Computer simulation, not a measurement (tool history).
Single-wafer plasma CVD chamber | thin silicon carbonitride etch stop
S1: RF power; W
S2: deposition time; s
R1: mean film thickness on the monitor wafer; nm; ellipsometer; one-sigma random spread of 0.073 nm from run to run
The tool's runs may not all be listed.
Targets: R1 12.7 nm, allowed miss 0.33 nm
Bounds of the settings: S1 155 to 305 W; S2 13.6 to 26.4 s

run,hour,S1,S2,R1
1,0,230,20,10.838
2,6.7,235,20.2,11.121
3,9.5,240,20.3,11.249
4,12.4,245,20.4,11.324
# hour 19.4: RF generator calibrated
5,19.4,245,19.2,10.861
6,23.9,245,17.5,9.9959
7,28.4,250,17.9,10.124
8,37,255,18.3,10.404
9,38.2,255,18.7,10.784
10,45.6,260,18.9,10.8
11,50.8,260,19.2,11.051
12,54.8,265,19.4,11.103
13,59.3,265,19.7,11.263
14,66.5,265,19.9,11.463

Consider the 5 candidate settings below. Which is the only one whose results all fall within their allowed miss of target?
A,73.7,285,23.3,?
B,73.7,265,23.6,?
C,73.7,305,22.5,?
D,73.7,270,22.9,?
E,73.7,275,21.8,?

move,R1
A,13.625
B,13.532
C,13.402
D,13.197
E,12.625
A: moves the result that the last run missed by most past its target, out the other side
B: moves the result that the last run missed by most past its target, out the other side
C: moves the result that the last run missed by most past its target, out the other side
D: moves the result that the last run missed by most past its target, out the other side
E: all results land within tolerance of their targets
E is the move that brings every result within its allowed miss.
